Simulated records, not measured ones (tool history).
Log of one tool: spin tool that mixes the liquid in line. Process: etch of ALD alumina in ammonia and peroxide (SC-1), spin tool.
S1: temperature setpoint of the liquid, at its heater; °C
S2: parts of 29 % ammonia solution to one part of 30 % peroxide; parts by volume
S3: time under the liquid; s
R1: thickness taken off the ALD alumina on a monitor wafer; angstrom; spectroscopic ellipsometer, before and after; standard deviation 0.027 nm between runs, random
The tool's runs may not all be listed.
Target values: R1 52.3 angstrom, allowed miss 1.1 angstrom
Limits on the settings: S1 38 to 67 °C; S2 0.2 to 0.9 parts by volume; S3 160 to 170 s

Run 1, hour 0: S1 51 °C, S2 0.5 parts by volume, S3 160 s. Result: R1 105.73 angstrom.
Run 2, hour 1.6: S1 51 °C, S2 0.5 parts by volume, S3 170 s. Result: R1 113.61 angstrom.
Run 3, hour 10.2: S1 49.5 °C, S2 0.5 parts by volume, S3 170 s. Result: R1 103.98 angstrom.
Run 4, hour 18.1: S1 48 °C, S2 0.5 parts by volume, S3 170 s. Result: R1 94.975 angstrom.
At hour 27: ammonia flow meter replaced.
Run 5, hour 27: S1 48 °C, S2 0.5 parts by volume, S3 160 s. Result: R1 89.022 angstrom.
Run 6, hour 35.6: S1 46.5 °C, S2 0.5 parts by volume, S3 160 s. Result: R1 81.753 angstrom.
Run 7, hour 44.4: S1 45.5 °C, S2 0.5 parts by volume, S3 160 s. Result: R1 77.603 angstrom.
Run 8, hour 51.3: S1 44.5 °C, S2 0.5 parts by volume, S3 160 s. Result: R1 72.909 angstrom.
Run 9, hour 52.2: S1 43.5 °C, S2 0.5 parts by volume, S3 160 s. Result: R1 68.948 angstrom.

Pick the move, out of 4, that brings all results within their allowed miss; only one does.
Run A, hour 53.1: S1 39.5 °C, S2 0.6 parts by volume, S3 160 s. Result: R1 ?.
Run B, hour 53.1: S1 38.5 °C, S2 0.6 parts by volume, S3 160 s. Result: R1 ?.
Run C, hour 53.1: S1 41.5 °C, S2 0.4 parts by volume, S3 160 s. Result: R1 ?.
Run D, hour 53.1: S1 38 °C, S2 0.45 parts by volume, S3 160 s. Result: R1 ?.

move      R1
   A  55.036
   B   51.86
   C  59.554
   D  48.968
A: better than the last run, though not everything is in spec
B: every result within its allowed miss
C: better than the last run, though not everything is in spec
D: takes the result that was furthest off past its target
Move B is the one to make.
